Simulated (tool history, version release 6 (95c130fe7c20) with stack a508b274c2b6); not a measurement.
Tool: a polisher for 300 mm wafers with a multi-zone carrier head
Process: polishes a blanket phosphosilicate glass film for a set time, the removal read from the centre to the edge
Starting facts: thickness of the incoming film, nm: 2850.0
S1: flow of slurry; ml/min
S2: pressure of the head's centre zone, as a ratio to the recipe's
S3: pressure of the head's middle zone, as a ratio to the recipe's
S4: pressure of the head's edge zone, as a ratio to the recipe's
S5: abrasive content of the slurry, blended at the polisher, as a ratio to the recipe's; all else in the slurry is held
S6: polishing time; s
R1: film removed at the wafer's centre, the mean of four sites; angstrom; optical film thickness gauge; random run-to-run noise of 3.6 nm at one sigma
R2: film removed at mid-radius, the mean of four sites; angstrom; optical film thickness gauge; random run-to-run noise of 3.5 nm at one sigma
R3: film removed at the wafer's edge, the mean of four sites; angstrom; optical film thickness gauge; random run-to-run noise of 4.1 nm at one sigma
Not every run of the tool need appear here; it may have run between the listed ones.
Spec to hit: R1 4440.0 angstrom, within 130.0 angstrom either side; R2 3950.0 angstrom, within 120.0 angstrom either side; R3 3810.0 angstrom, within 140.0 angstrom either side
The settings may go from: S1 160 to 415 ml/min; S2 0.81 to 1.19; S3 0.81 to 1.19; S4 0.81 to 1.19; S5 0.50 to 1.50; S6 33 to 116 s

run  hour   S1    S2    S3    S4    S5  S6      R1      R2      R3
  1   0.0  265  1.00  1.00  1.00  1.00  74  7632.9  6911.0  6847.4
  2   4.7  265  0.99  0.98  0.96  0.85  68  6554.3  5999.6  5726.6
  3   5.9  255  0.97  0.94  0.93  0.75  64  5906.2  5329.0  5248.2
  4   8.3  225  0.97  0.94  0.93  0.75  64  5826.8  5209.0  5149.1
  5  10.4  225  0.97  0.94  0.98  0.75  64  5757.1  5201.1  5273.2
  6  17.2  225  0.97  0.94  0.98  0.90  64  6032.7  5470.3  5661.7
  7  25.8  230  0.97  0.93  0.95  0.80  60  5583.3  4967.1  5091.8
     29.5  -- centre zone pressure recalibrated
  8  29.5  225  0.97  0.93  0.92  0.70  57  4643.5  4457.1  4556.9
  9  36.1  230  1.04  0.94  0.89  0.65  57  4859.6  4434.3  4310.9
 10  40.6  220  1.05  0.93  0.87  0.60  57  4729.7  4241.5  4203.1
 11  45.7  215  1.07  0.93  0.85  0.55  57  4758.8  4214.0  4033.6
 12  54.1  210  1.07  0.92  0.84  0.55  57  4746.3  4102.8  4055.1

4 next moves are on the table. One of them brings every result within its allowed miss. Which?
  A  62.5  250  1.10  0.91  0.83  0.50  60   ?   ?   ?
  B  62.5  255  1.15  0.96  0.82  0.55  54   ?   ?   ?
  C  62.5  200  1.01  0.83  0.86  0.70  54   ?   ?   ?
  D  62.5  165  1.06  0.93  0.83  0.70  52   ?   ?   ?

move      R1      R2      R3
   A  5063.9  4349.8  4142.9
   B  4903.1  4207.9  3809.0
   C  4477.3  3899.1  4096.1
   D  4419.3  4034.0  3814.9
A: lands further from the targets than the last run did
B: lands further from the targets than the last run did
C: puts the biggest miss on target and leaves a different result outside tolerance
D: each result inside its tolerance
Answer: D
